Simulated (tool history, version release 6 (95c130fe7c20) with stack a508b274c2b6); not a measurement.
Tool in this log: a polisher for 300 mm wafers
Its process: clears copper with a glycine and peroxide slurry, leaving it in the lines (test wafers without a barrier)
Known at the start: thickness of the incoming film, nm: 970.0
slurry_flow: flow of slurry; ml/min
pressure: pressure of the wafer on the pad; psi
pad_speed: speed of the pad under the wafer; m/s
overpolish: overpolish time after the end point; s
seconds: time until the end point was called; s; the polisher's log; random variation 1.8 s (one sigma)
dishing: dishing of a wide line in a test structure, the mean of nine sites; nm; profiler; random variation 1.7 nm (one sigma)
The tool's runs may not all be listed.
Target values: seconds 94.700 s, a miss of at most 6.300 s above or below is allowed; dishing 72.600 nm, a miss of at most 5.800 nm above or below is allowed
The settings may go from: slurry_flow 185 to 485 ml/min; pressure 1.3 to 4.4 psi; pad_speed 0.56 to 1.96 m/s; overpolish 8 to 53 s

Run 1, day 0.000: slurry_flow 310 ml/min, pressure 2.8 psi, pad_speed 1.26 m/s, overpolish 27 s. Result: seconds 149.690 s, dishing 64.067 nm.
Run 2, day 0.179: slurry_flow 245 ml/min, pressure 2.8 psi, pad_speed 1.26 m/s, overpolish 27 s. Result: seconds 144.940 s, dishing 60.932 nm.
Run 3, day 0.325: slurry_flow 310 ml/min, pressure 2.8 psi, pad_speed 1.26 m/s, overpolish 27 s. Result: seconds 153.300 s, dishing 65.823 nm.
Run 4, day 0.417: slurry_flow 310 ml/min, pressure 2.3 psi, pad_speed 1.26 m/s, overpolish 27 s. Result: seconds 173.020 s, dishing 57.710 nm.
Run 5, day 0.600: slurry_flow 310 ml/min, pressure 2.3 psi, pad_speed 1.26 m/s, overpolish 35 s. Result: seconds 173.650 s, dishing 64.732 nm.
Run 6, day 0.642: slurry_flow 310 ml/min, pressure 2.3 psi, pad_speed 1.56 m/s, overpolish 35 s. Result: seconds 151.870 s, dishing 65.727 nm.
Run 7, day 0.758: slurry_flow 315 ml/min, pressure 3.1 psi, pad_speed 1.78 m/s, overpolish 28 s. Result: seconds 106.770 s, dishing 68.735 nm.
Run 8, day 0.938: slurry_flow 315 ml/min, pressure 3.1 psi, pad_speed 1.78 m/s, overpolish 28 s. Result: seconds 110.470 s, dishing 69.073 nm.
Run 9, day 1.192: slurry_flow 315 ml/min, pressure 3.2 psi, pad_speed 1.80 m/s, overpolish 28 s. Result: seconds 103.950 s, dishing 67.762 nm.

Which single option among these 4 for the next run brings every result within its allowed miss of target? Just one does.
Run A, day 1.446: slurry_flow 330 ml/min, pressure 3.2 psi, pad_speed 1.66 m/s, overpolish 38 s. Result: seconds ?, dishing ?.
Run B, day 1.446: slurry_flow 275 ml/min, pressure 3.0 psi, pad_speed 1.58 m/s, overpolish 19 s. Result: seconds ?, dishing ?.
Run C, day 1.446: slurry_flow 310 ml/min, pressure 3.6 psi, pad_speed 1.84 m/s, overpolish 28 s. Result: seconds ?, dishing ?.
Run D, day 1.446: slurry_flow 330 ml/min, pressure 3.7 psi, pad_speed 1.22 m/s, overpolish 38 s. Result: seconds ?, dishing ?.

move  seconds  dishing
   A  109.490   72.597
   B  120.510   60.286
   C   92.833   72.043
   D  117.910   74.305
A: moves away from the targets compared with the last run
B: moves away from the targets compared with the last run
C: in spec on every target
D: moves away from the targets compared with the last run
So the answer is move C, the one that meets all the targets.
